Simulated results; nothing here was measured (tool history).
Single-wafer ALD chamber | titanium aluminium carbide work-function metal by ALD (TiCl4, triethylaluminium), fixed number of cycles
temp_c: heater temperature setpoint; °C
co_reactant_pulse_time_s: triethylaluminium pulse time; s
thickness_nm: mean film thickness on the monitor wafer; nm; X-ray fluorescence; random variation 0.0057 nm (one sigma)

run	hour	temp_c	co_reactant_pulse_time_s	thickness_nm
1	0.0	310	15.27	2.0169
2	6.4	304	15.27	1.9751
3	9.7	313	15.27	2.0247
4	13.8	308	14.67	1.9943
5	20.0	305	14.25	1.9601
6	27.0	311	14.25	2.0124
7	36.0	308	13.81	1.9900
8	44.4	305	13.51	1.9656

Run 9 comes next. What will it give?
9	47.9	303	13.28	?

{"run 9": {"thickness_nm": 1.9419}}
